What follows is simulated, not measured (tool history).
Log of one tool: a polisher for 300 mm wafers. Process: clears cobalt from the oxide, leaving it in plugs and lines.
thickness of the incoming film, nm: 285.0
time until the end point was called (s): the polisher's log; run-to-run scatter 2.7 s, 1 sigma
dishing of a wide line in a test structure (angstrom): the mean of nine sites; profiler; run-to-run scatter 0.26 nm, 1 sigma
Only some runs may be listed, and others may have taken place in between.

run	hour	flow of slurry (ml/min)	pressure of the wafer on the pad (psi)	speed of the pad under the wafer (m/s)	overpolish time after the end point (s)	time until the end point was called (s)	dishing of a wide line in a test structure (angstrom)
1	0.0	315	1.3	0.84	28	121.19	475.75
2	4.7	315	1.2	0.82	24	133.18	407.65
3	12.8	345	1.2	0.82	24	132.85	410.04
4	18.5	345	1.3	0.82	24	126.24	418.17
5	21.2	345	1.2	0.80	21	133.23	354.79
6	28.0	345	1.1	0.78	20	149.76	328.62
7	36.5	345	1.0	0.78	19	158.44	298.57

Predict the results of run 8:
8	37.5	345	1.0	0.78	19	?	?

time until the end point was called (s): 152.01
dishing of a wide line in a test structure (angstrom): 300.75

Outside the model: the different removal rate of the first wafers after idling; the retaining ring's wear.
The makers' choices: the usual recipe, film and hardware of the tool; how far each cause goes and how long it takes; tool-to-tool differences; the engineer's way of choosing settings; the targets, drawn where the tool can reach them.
